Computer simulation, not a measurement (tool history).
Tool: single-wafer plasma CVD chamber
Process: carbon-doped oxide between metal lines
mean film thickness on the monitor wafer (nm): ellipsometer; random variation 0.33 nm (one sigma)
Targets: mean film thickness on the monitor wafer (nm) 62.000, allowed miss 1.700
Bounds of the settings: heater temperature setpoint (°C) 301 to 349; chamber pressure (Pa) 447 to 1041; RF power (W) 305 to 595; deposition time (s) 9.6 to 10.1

run    day  heater temperature setpoint (°C)  chamber pressure (Pa)  RF power (W)  deposition time (s)  mean film thickness on the monitor wafer (nm)
  1  0.000                               325                    744           450                 10.1                                         52.975
  2  0.358                               324                    755           460                 10.1                                         53.698
  3  0.692                               332                    755           460                 10.1                                         52.359
  4  0.921                               332                    755           460                 10.1                                         51.934
  5  0.971                               330                    765           465                 10.1                                         52.787
  6  1.054                               328                    771           475                 10.1                                         54.008
  7  1.408                               326                    776           485                 10.1                                         55.365
  8  1.429                               325                    783           490                 10.1                                         55.196

Which of these 4 next moves meets every target?
  A  1.450                               325                    840           480                  9.8                                              ?
  B  1.450                               327                    760           545                 10.0                                              ?
  C  1.450                               320                    787           460                  9.6                                              ?
  D  1.450                               326                    799           595                 10.1                                              ?

move  mean film thickness on the monitor wafer (nm)
   A                                         53.570
   B                                         57.377
   C                                         52.141
   D                                         61.156
A: further off than the last run
B: nearer than the last run, and not there yet
C: further off than the last run
D: meets every target
Answer: D

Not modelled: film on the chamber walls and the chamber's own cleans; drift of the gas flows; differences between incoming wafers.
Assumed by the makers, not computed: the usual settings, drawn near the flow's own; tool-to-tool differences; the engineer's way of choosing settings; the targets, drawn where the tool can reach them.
